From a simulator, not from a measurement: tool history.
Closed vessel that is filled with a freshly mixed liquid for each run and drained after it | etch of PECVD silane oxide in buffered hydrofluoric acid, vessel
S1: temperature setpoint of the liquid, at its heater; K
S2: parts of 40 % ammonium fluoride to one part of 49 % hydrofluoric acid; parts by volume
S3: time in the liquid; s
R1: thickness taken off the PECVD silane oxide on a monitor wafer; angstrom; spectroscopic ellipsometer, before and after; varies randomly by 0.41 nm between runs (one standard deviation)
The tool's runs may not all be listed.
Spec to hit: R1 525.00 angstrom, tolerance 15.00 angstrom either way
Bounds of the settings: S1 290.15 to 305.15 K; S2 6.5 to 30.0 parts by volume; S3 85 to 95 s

Run 1, hour 0.0: S1 298.15 K, S2 18.5 parts by volume, S3 85 s. Result: R1 716.90 angstrom.
Run 2, hour 7.5: S1 297.65 K, S2 18.5 parts by volume, S3 85 s. Result: R1 710.67 angstrom.
Run 3, hour 13.2: S1 296.65 K, S2 18.5 parts by volume, S3 85 s. Result: R1 670.11 angstrom.
Run 4, hour 15.8: S1 296.15 K, S2 18.5 parts by volume, S3 85 s. Result: R1 655.17 angstrom.
Run 5, hour 21.2: S1 296.15 K, S2 21.0 parts by volume, S3 85 s. Result: R1 590.13 angstrom.
Run 6, hour 24.2: S1 296.15 K, S2 17.5 parts by volume, S3 85 s. Result: R1 683.50 angstrom.
Run 7, hour 30.0: S1 295.65 K, S2 17.5 parts by volume, S3 85 s. Result: R1 671.13 angstrom.
Run 8, hour 36.6: S1 295.15 K, S2 17.5 parts by volume, S3 85 s. Result: R1 648.73 angstrom.
Run 9, hour 45.2: S1 294.65 K, S2 17.5 parts by volume, S3 85 s. Result: R1 628.31 angstrom.
Run 10, hour 52.5: S1 294.15 K, S2 17.5 parts by volume, S3 85 s. Result: R1 616.01 angstrom.
Run 11, hour 53.8: S1 293.65 K, S2 17.5 parts by volume, S3 85 s. Result: R1 602.17 angstrom.

Below are 4 possible settings for the next run. Only one of them brings all results inside the allowed miss of their targets. Which is it?
Run A, hour 55.1: S1 290.65 K, S2 14.5 parts by volume, S3 95 s. Result: R1 ?.
Run B, hour 55.1: S1 295.15 K, S2 19.5 parts by volume, S3 90 s. Result: R1 ?.
Run C, hour 55.1: S1 290.15 K, S2 18.5 parts by volume, S3 95 s. Result: R1 ?.
Run D, hour 55.1: S1 292.15 K, S2 19.0 parts by volume, S3 95 s. Result: R1 ?.

move      R1
   A  679.00
   B  618.55
   C  518.95
   D  566.35
A: moves away from the targets compared with the last run
B: moves away from the targets compared with the last run
C: each result inside its tolerance
D: moves toward the targets from the last run without getting all of them in spec
Answer: C
